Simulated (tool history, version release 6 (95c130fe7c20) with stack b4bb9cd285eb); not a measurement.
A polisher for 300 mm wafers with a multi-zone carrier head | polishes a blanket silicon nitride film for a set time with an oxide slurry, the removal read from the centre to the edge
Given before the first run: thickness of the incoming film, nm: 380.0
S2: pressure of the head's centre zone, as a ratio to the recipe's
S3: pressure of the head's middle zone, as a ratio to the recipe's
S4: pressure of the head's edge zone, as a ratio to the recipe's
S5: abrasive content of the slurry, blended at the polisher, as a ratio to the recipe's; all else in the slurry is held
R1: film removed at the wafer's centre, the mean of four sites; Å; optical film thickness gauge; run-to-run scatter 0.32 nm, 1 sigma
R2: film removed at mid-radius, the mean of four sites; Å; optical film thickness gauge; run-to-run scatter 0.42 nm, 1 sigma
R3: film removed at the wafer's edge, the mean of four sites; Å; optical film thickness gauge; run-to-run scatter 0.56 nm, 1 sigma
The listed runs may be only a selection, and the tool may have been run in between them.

{"run": 1, "hour": 0.0, "flow of slurry (ml/min)": 195, "S2": 1, "S3": 1, "S4": 1, "S5": 1, "polishing time (s)": 69, "R1": 587.33, "R2": 593.35, "R3": 571.32}
{"run": 2, "hour": 6.9, "flow of slurry (ml/min)": 195, "S2": 1, "S3": 1.05, "S4": 1, "S5": 1, "polishing time (s)": 69, "R1": 583.63, "R2": 617.09, "R3": 573.67}
{"run": 3, "hour": 8.0, "flow of slurry (ml/min)": 195, "S2": 1, "S3": 1.05, "S4": 1.04, "S5": 1, "polishing time (s)": 69, "R1": 582.4, "R2": 622.04, "R3": 589.4}
{"run": 4, "hour": 12.5, "flow of slurry (ml/min)": 195, "S2": 1, "S3": 1.11, "S4": 1.04, "S5": 1, "polishing time (s)": 69, "R1": 582.86, "R2": 642.59, "R3": 577.96}
{"run": 5, "hour": 18.2, "flow of slurry (ml/min)": 195, "S2": 1, "S3": 1.11, "S4": 1.08, "S5": 1, "polishing time (s)": 69, "R1": 592.7, "R2": 647.36, "R3": 604.85}
{"run": 6, "hour": 24.4, "flow of slurry (ml/min)": 190, "S2": 1, "S3": 1.09, "S4": 1.06, "S5": 1, "polishing time (s)": 69, "R1": 579.97, "R2": 634.93, "R3": 584.38}
{"run": 7, "hour": 32.5, "flow of slurry (ml/min)": 190, "S2": 1, "S3": 1.09, "S4": 1.06, "S5": 1, "polishing time (s)": 69, "R1": 583.35, "R2": 630.72, "R3": 583.88}
{"run": 8, "hour": 37.0, "flow of slurry (ml/min)": 180, "S2": 1, "S3": 1.08, "S4": 1.05, "S5": 1, "polishing time (s)": 69, "R1": 575.27, "R2": 624.46, "R3": 589.19}

Run 9 is up next; what results do you expect?
{"run": 9, "hour": 41.3, "flow of slurry (ml/min)": 175, "S2": 1, "S3": 1.07, "S4": 1.03, "S5": 1, "polishing time (s)": 69, "R1": "?", "R2": "?", "R3": "?"}

R1: 575.6 Å
R2: 613.25 Å
R3: 585.9 Å

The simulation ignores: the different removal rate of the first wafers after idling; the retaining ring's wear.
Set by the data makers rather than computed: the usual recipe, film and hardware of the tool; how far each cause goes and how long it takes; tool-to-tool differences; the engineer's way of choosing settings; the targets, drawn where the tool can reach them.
